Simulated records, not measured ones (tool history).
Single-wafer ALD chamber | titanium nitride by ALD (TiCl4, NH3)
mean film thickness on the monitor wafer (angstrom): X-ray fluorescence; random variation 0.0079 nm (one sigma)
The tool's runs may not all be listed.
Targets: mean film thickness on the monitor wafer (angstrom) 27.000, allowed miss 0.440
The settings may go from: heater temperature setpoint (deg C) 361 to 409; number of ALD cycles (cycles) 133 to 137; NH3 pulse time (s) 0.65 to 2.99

| run | hour | heater temperature setpoint (deg C) | number of ALD cycles (cycles) | NH3 pulse time (s) | mean film thickness on the monitor wafer (angstrom) |
|---|---|---|---|---|---|
| 1 | 0.0 | 385 | 133 | 1.82 | 31.085 |
| 2 | 7.5 | 385 | 133 | 1.40 | 30.145 |
| 3 | 8.8 | 380 | 133 | 1.40 | 30.007 |
| 4 | 10.0 | 380 | 137 | 1.40 | 30.994 |
| 5 | 13.8 | 380 | 137 | 1.77 | 31.650 |
| 6 | 22.0 | 377 | 136 | 1.57 | 30.862 |
| 7 | 25.5 | 374 | 135 | 1.41 | 30.425 |
| 8 | 30.5 | 372 | 135 | 1.27 | 29.631 |
| 9 | 36.7 | 370 | 135 | 1.16 | 29.160 |
| 10 | 40.7 | 369 | 135 | 1.07 | 28.347 |
| 11 | 41.3 | 368 | 135 | 1.04 | 28.415 |
| 12 | 49.7 | 367 | 135 | 1.00 | 27.892 |
| 13 | 57.5 | 366 | 135 | 1.00 | 27.837 |
| 14 | 66.3 | 365 | 135 | 1.00 | 27.705 |
| 15 | 74.5 | 364 | 135 | 1.00 | 27.537 |

4 next moves are on the table. One of them brings every result within its allowed miss. Which?
| A | 82.7 | 364 | 133 | 1.14 | ? |
| B | 82.7 | 367 | 137 | 0.85 | ? |
| C | 82.7 | 361 | 134 | 1.23 | ? |
| D | 82.7 | 368 | 137 | 0.93 | ? |

| move | mean film thickness on the monitor wafer (angstrom) |
|---|---|
| A | 28.080 |
| B | 26.897 |
| C | 28.484 |
| D | 27.844 |
A: further off than the last run
B: meets every target
C: further off than the last run
D: further off than the last run
Answer: B

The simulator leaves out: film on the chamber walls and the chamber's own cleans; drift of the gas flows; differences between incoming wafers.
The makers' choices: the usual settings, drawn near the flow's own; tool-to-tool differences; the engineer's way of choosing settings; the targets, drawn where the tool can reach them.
